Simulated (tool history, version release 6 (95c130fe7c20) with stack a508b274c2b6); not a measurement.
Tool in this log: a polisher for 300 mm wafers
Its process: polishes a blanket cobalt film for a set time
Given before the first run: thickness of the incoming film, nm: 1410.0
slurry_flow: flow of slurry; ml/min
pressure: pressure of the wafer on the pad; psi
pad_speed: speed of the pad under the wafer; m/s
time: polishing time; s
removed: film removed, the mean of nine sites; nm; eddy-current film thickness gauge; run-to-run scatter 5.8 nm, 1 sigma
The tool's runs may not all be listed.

run    day  slurry_flow  pressure  pad_speed  time  removed
  1      0          180       2.5       0.84    57   342.18
  2    0.3          185       2.9       0.84    57   393.89
  3  0.496          190       3.2       0.84    57   441.41
  4  0.529          155       3.2       0.84    57   434.69
  5  0.562          155       3.2       0.74    57   382.26
  6  0.596          155       3.2       0.74    57   382.69
  7  0.692          155       3.4       0.78    57    420.5
  8  0.862          160       3.5       0.82    57   457.65

Run 9 comes next. What will it give?
  9  1.033          165       3.6       0.84    57        ?

removed: 496.57 nm

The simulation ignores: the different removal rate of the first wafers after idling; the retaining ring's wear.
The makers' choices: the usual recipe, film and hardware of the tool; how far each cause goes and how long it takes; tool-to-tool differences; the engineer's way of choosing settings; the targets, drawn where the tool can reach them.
